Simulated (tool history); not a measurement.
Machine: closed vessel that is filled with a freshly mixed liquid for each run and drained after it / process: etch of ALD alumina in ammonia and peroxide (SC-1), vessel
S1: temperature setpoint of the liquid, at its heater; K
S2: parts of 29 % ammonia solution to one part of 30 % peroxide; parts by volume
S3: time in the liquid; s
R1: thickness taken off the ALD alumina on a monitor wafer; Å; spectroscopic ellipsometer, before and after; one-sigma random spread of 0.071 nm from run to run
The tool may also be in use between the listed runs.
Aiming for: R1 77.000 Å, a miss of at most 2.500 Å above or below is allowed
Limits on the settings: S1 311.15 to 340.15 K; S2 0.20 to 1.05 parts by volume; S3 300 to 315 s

{"run": 1, "hour": 0.0, "S1": 324.15, "S2": 0.55, "S3": 300, "R1": 139.37}
{"run": 2, "hour": 4.6, "S1": 322.15, "S2": 0.55, "S3": 300, "R1": 125.19}
{"run": 3, "hour": 12.1, "S1": 327.15, "S2": 0.55, "S3": 300, "R1": 162.88}
{"run": 4, "hour": 21.1, "S1": 324.15, "S2": 0.55, "S3": 300, "R1": 138.52}
{"run": 5, "hour": 24.1, "S1": 327.15, "S2": 0.55, "S3": 300, "R1": 164.13}
{"run": 6, "hour": 26.8, "S1": 324.65, "S2": 0.55, "S3": 300, "R1": 140.62}
{"run": 7, "hour": 29.8, "S1": 316.65, "S2": 0.5, "S3": 300, "R1": 91.521}
{"run": 8, "hour": 32.0, "S1": 316.15, "S2": 0.5, "S3": 300, "R1": 87.855}
{"run": 9, "hour": 33.7, "S1": 313.15, "S2": 0.5, "S3": 300, "R1": 73.042}

Of the 4 settings listed for the next run, only one would bring every result within its allowed miss of target. Which one?
{"run": "A", "hour": 35.4, "S1": 313.65, "S2": 0.6, "S3": 315, "R1": "?"}
{"run": "B", "hour": 35.4, "S1": 312.15, "S2": 0.45, "S3": 300, "R1": "?"}
{"run": "C", "hour": 35.4, "S1": 314.65, "S2": 0.5, "S3": 315, "R1": "?"}
{"run": "D", "hour": 35.4, "S1": 312.65, "S2": 0.6, "S3": 315, "R1": "?"}

move=A R1=80.891
move=B R1=68.590
move=C R1=84.292
move=D R1=76.256
A: takes the result that was furthest off past its target
B: misses by more than the last run did
C: takes the result that was furthest off past its target
D: every result within its allowed miss
The move that meets every target is D.

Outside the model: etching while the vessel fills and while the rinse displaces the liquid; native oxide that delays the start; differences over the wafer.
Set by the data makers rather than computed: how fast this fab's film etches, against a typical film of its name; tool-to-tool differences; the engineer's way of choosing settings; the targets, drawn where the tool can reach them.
